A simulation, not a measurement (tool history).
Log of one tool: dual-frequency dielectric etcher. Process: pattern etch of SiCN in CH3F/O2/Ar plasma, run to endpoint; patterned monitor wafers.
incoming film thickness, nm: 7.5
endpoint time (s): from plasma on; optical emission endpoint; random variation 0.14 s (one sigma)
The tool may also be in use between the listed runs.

Run 1, hour 0.0: source power (W) 370, bias power (W) 77. Result: endpoint time (s) 20.462.
Run 2, hour 7.1: source power (W) 390, bias power (W) 80. Result: endpoint time (s) 19.906.
Run 3, hour 15.1: source power (W) 410, bias power (W) 83. Result: endpoint time (s) 19.271.
Run 4, hour 22.4: source power (W) 420, bias power (W) 85. Result: endpoint time (s) 19.226.
Run 5, hour 26.2: source power (W) 430, bias power (W) 88. Result: endpoint time (s) 18.561.
Run 6, hour 28.1: source power (W) 440, bias power (W) 89. Result: endpoint time (s) 18.199.

Forecast run 7:
Run 7, hour 32.3: source power (W) 440, bias power (W) 89. Result: endpoint time (s) ?.

Run 7 gave endpoint time (s) 18.551.
